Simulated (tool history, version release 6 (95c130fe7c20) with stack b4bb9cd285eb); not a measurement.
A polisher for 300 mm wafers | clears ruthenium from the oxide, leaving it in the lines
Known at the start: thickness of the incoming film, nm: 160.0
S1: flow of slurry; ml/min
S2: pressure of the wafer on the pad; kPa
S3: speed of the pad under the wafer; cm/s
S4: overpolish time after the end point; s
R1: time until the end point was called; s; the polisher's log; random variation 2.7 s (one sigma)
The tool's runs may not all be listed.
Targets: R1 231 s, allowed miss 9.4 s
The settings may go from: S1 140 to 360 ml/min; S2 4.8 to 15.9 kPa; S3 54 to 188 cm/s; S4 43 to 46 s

run	day	S1	S2	S3	S4	R1
1	0	230	10.3	120	43	180.59
2	0.342	230	10.3	120	43	175.23
3	0.567	265	10.3	120	43	173.29
4	0.596	260	9.7	120	43	188.51
5	0.888	260	11.7	120	43	156.72
6	1.096	260	13.1	120	43	142.06
7	1.138	260	11	118	43	166.01
8	1.275	255	9.7	116	43	199.53
9	1.454	255	9	116	43	207.94

Which of these 5 next moves meets every target?
A	1.633	215	8.3	126	43	?
B	1.633	230	8.3	124	43	?
C	1.633	280	10.3	122	43	?
D	1.633	265	8.3	114	43	?
E	1.633	260	8.3	98	43	?

move	R1
A	210.33
B	212.26
C	170.82
D	227.39
E	263.6
A: nearer than the last run, and not there yet
B: nearer than the last run, and not there yet
C: further off than the last run
D: meets every target
E: takes the result that was furthest off past its target
Move D is the one to make.

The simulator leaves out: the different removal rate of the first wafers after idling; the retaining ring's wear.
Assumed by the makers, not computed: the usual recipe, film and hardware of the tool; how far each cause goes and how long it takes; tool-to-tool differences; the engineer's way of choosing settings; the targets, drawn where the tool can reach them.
